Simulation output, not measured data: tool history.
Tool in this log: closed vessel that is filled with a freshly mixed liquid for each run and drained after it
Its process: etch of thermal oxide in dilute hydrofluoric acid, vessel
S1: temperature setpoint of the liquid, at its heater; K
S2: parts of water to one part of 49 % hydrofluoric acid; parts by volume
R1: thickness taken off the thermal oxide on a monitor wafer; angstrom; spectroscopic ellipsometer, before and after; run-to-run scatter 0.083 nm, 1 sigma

run 1 hour=0.0 | S1=298.15 S2=245 time_in_the_liquid_(s)=865 | R1=156.75
run 2 hour=4.5 | S1=296.15 S2=245 time_in_the_liquid_(s)=865 | R1=150.61
run 3 hour=10.9 | S1=295.15 S2=265 time_in_the_liquid_(s)=865 | R1=128.47
run 4 hour=16.9 | S1=295.15 S2=295 time_in_the_liquid_(s)=865 | R1=111.89
run 5 hour=17.8 | S1=294.15 S2=300 time_in_the_liquid_(s)=865 | R1=107.89
run 6 hour=26.0 | S1=294.15 S2=225 time_in_the_liquid_(s)=865 | R1=153.56

Expected results for the next run?
run 7 hour=28.3 | S1=293.15 S2=245 time_in_the_liquid_(s)=865 | R1=?

Logged for run 7: R1 133.77 angstrom.
